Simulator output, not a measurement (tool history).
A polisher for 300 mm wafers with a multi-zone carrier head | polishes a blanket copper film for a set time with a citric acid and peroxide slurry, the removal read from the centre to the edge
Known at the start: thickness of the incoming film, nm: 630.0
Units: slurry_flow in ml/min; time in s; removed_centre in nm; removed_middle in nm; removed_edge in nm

run  hour  slurry_flow  centre_zone  middle_zone  edge_zone  slurry_solids  time  removed_centre  removed_middle  removed_edge
  1     0          145            1            1          1              1    45          128.88          132.15        134.45
  2     8          150         1.01            1          1              1    45          132.02          134.83        135.58
  3  16.5          165         1.01            1          1              1    45             135           138.1        138.82
  4  24.7          165         0.97            1          1              1    45           129.7          136.52        138.75
  5  27.7          165         0.97            1          1           0.85    45          125.01          133.09        132.49
  6  29.1          165         1.03            1          1           0.85    45          133.41          130.66        130.97
  7  33.2          170         1.04            1       1.01           0.85    45          136.43          133.19        133.67
  8  39.7          175         1.05            1       1.01           0.85    45          136.21          132.74        133.71

The next listed run, before its measurement:
  9  43.5          180         1.06            1       1.01           0.85    45               ?               ?             ?

removed_centre: 138.95 nm
removed_middle: 132.43 nm
removed_edge: 132.77 nm
